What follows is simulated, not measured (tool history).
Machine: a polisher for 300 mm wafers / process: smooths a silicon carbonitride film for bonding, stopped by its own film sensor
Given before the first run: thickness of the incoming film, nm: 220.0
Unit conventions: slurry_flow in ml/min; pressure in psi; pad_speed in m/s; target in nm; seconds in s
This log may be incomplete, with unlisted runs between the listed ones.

run,hour,slurry_flow,pressure,pad_speed,slurry_solids,target,seconds
1,0,315,2,0.8,1,185,204.93
2,4.2,240,2,0.8,1,185,210.78
3,10,240,2,0.88,1,185,191.39
4,14.8,240,1.7,0.88,1,185,224.07
5,16.7,240,1.7,0.88,1,185,227.73
6,19.8,240,1.6,0.88,1,185,237.37
7,24.4,240,1.5,0.86,1,185,251.17
# hour 32.7: slurry nozzle cleaned
8,32.7,240,1.4,0.84,1,185,260.94
9,38.1,240,1.3,0.82,1,185,285.99
10,42.1,240,1.2,0.8,1,185,308.83

Run 11 is up next; what results do you expect?
11,45.3,240,0.9,0.78,1,185,?

seconds: 390.2 s

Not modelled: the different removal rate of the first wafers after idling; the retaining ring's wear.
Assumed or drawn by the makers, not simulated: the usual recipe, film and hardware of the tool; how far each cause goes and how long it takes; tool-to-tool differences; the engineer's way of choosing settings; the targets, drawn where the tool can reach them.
